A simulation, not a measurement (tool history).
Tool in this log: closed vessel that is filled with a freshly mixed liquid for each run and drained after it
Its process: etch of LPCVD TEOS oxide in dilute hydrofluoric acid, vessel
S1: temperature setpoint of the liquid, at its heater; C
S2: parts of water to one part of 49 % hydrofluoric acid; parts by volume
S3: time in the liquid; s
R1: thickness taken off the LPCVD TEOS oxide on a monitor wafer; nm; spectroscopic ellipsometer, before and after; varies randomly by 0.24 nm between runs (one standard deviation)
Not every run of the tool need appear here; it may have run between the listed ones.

{"run": 1, "hour": 0.0, "S1": 22.0, "S2": 115, "S3": 40, "R1": 18.556}
{"run": 2, "hour": 3.9, "S1": 23.5, "S2": 115, "S3": 40, "R1": 19.693}
{"run": 3, "hour": 10.3, "S1": 24.5, "S2": 115, "S3": 40, "R1": 19.789}
{"run": 4, "hour": 18.4, "S1": 24.5, "S2": 150, "S3": 40, "R1": 14.735}
{"run": 5, "hour": 23.5, "S1": 25.5, "S2": 140, "S3": 40, "R1": 16.963}
{"run": 6, "hour": 31.1, "S1": 26.0, "S2": 135, "S3": 40, "R1": 17.727}
{"run": 7, "hour": 36.5, "S1": 26.5, "S2": 130, "S3": 40, "R1": 19.108}

For run 8, what comes out?
{"run": 8, "hour": 41.5, "S1": 27.0, "S2": 125, "S3": 40, "R1": "?"}

{"run 8": {"R1": 19.742}}
